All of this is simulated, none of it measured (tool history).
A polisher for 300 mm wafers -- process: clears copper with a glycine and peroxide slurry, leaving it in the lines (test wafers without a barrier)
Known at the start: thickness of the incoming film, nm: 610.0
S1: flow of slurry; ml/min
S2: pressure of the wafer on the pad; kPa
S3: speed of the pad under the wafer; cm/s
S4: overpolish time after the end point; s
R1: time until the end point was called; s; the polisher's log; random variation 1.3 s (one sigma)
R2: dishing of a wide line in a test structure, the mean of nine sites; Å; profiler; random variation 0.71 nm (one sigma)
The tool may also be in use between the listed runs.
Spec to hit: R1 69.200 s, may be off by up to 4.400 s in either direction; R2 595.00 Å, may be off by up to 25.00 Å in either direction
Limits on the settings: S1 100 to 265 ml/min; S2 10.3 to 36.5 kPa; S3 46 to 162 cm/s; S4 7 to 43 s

run 1 hour=0.0 | S1=170 S2=23.4 S3=104 S4=22 | R1=109.870 R2=710.20
run 2 hour=2.8 | S1=170 S2=23.4 S3=92 S4=22 | R1=124.800 R2=638.34
run 3 hour=9.1 | S1=175 S2=26.9 S3=94 S4=18 | R1=110.930 R2=604.35
run 4 hour=18.0 | S1=180 S2=29.6 S3=100 S4=15 | R1=91.837 R2=609.44
run 5 hour=23.4 | S1=145 S2=29.6 S3=100 S4=15 | R1=98.749 R2=568.93
run 6 hour=29.1 | S1=115 S2=29.6 S3=100 S4=15 | R1=103.690 R2=544.61
run 7 hour=34.2 | S1=140 S2=31.7 S3=102 S4=13 | R1=91.656 R2=536.92
run 8 hour=42.2 | S1=160 S2=33.1 S3=102 S4=12 | R1=85.988 R2=532.79

5 next moves are on the table. One of them brings every result within its allowed miss. Which?
run A hour=50.2 | S1=180 S2=34.5 S3=122 S4=11 | R1=? R2=?
run B hour=50.2 | S1=150 S2=28.3 S3=102 S4=12 | R1=? R2=?
run C hour=50.2 | S1=170 S2=33.8 S3=76 S4=18 | R1=? R2=?
run D hour=50.2 | S1=155 S2=27.6 S3=88 S4=18 | R1=? R2=?
run E hour=50.2 | S1=145 S2=27.6 S3=140 S4=14 | R1=? R2=?

move=A R1=68.287 R2=600.80
move=B R1=98.894 R2=472.31
move=C R1=106.990 R2=627.81
move=D R1=113.790 R2=591.77
move=E R1=76.827 R2=656.65
A: each result inside its tolerance
B: its largest miss is bigger than the last run's
C: its largest miss is bigger than the last run's
D: its largest miss is bigger than the last run's
E: closer than the last run, but not yet in spec
Answer: A
